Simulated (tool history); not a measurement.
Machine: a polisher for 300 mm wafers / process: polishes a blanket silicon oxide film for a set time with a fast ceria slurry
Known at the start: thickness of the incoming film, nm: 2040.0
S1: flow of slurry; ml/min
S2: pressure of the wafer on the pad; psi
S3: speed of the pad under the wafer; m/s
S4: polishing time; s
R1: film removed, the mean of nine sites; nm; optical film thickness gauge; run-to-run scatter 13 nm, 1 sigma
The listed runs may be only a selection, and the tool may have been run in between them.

Run 1, hour 0.0: S1 265 ml/min, S2 2.2 psi, S3 1.06 m/s, S4 72 s. Result: R1 817.50 nm.
Run 2, hour 8.1: S1 265 ml/min, S2 2.3 psi, S3 1.06 m/s, S4 72 s. Result: R1 863.62 nm.
Run 3, hour 12.7: S1 265 ml/min, S2 2.4 psi, S3 1.06 m/s, S4 72 s. Result: R1 876.21 nm.
Run 4, hour 21.0: S1 265 ml/min, S2 2.7 psi, S3 1.06 m/s, S4 72 s. Result: R1 996.92 nm.
Run 5, hour 23.1: S1 265 ml/min, S2 2.8 psi, S3 1.06 m/s, S4 72 s. Result: R1 1022.40 nm.
Run 6, hour 25.4: S1 265 ml/min, S2 2.9 psi, S3 1.06 m/s, S4 72 s. Result: R1 1070.30 nm.
Run 7, hour 26.1: S1 265 ml/min, S2 2.9 psi, S3 1.06 m/s, S4 72 s. Result: R1 1033.70 nm.

Run 8 comes next. What will it give?
Run 8, hour 28.0: S1 265 ml/min, S2 3.0 psi, S3 1.06 m/s, S4 72 s. Result: R1 ?.

{"run 8": {"R1": 1113.0}}
